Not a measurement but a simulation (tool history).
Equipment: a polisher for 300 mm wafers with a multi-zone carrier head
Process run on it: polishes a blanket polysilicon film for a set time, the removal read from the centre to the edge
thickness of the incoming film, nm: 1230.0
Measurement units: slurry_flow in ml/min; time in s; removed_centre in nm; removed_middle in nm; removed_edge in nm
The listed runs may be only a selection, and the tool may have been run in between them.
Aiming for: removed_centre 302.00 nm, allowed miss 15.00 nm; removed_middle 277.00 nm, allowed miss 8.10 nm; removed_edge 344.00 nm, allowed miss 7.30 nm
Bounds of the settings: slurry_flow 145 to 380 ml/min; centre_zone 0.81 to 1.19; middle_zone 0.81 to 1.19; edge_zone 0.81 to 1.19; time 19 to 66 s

run 1 hour=0.0 | slurry_flow=245 centre_zone=1.00 middle_zone=1.00 edge_zone=1.00 time=42 | removed_centre=285.14 removed_middle=283.42 removed_edge=283.55
run 2 hour=3.7 | slurry_flow=245 centre_zone=1.00 middle_zone=1.00 edge_zone=1.00 time=32 | removed_centre=222.07 removed_middle=216.89 removed_edge=214.02
run 3 hour=10.1 | slurry_flow=245 centre_zone=1.00 middle_zone=1.04 edge_zone=1.00 time=32 | removed_centre=215.90 removed_middle=219.94 removed_edge=215.77
run 4 hour=15.7 | slurry_flow=245 centre_zone=1.07 middle_zone=1.04 edge_zone=1.00 time=32 | removed_centre=235.63 removed_middle=223.65 removed_edge=216.96
run 5 hour=17.9 | slurry_flow=240 centre_zone=1.02 middle_zone=0.97 edge_zone=1.06 time=36 | removed_centre=255.66 removed_middle=236.53 removed_edge=252.08
run 6 hour=21.8 | slurry_flow=240 centre_zone=1.02 middle_zone=0.97 edge_zone=1.06 time=44 | removed_centre=304.95 removed_middle=291.11 removed_edge=308.64
run 7 hour=27.7 | slurry_flow=265 centre_zone=0.97 middle_zone=0.87 edge_zone=1.16 time=45 | removed_centre=297.98 removed_middle=271.59 removed_edge=330.53
run 8 hour=31.2 | slurry_flow=270 centre_zone=0.97 middle_zone=0.87 edge_zone=1.17 time=45 | removed_centre=293.34 removed_middle=273.94 removed_edge=332.80
run 9 hour=38.0 | slurry_flow=275 centre_zone=0.97 middle_zone=0.87 edge_zone=1.18 time=45 | removed_centre=295.31 removed_middle=271.61 removed_edge=332.48

Which single option among these 5 for the next run brings every result within its allowed miss of target? Just one does.
run A hour=44.8 | slurry_flow=290 centre_zone=0.93 middle_zone=0.86 edge_zone=1.08 time=46 | removed_centre=? removed_middle=? removed_edge=?
run B hour=44.8 | slurry_flow=260 centre_zone=0.96 middle_zone=0.87 edge_zone=1.19 time=46 | removed_centre=? removed_middle=? removed_edge=?
run C hour=44.8 | slurry_flow=265 centre_zone=1.02 middle_zone=0.90 edge_zone=1.15 time=43 | removed_centre=? removed_middle=? removed_edge=?
run D hour=44.8 | slurry_flow=315 centre_zone=0.94 middle_zone=0.92 edge_zone=1.18 time=46 | removed_centre=? removed_middle=? removed_edge=?
run E hour=44.8 | slurry_flow=210 centre_zone=1.10 middle_zone=0.87 edge_zone=1.09 time=46 | removed_centre=? removed_middle=? removed_edge=?

move=A removed_centre=297.65 removed_middle=274.08 removed_edge=331.19
move=B removed_centre=303.77 removed_middle=273.71 removed_edge=345.26
move=C removed_centre=302.55 removed_middle=263.57 removed_edge=317.38
move=D removed_centre=303.49 removed_middle=291.92 removed_edge=348.25
move=E removed_centre=339.46 removed_middle=267.23 removed_edge=324.26
A: moves away from the targets compared with the last run
B: in spec on every target
C: moves away from the targets compared with the last run
D: corrects the largest miss of the last run, while another result sits out of spec
E: moves away from the targets compared with the last run
The move that meets every target is B.
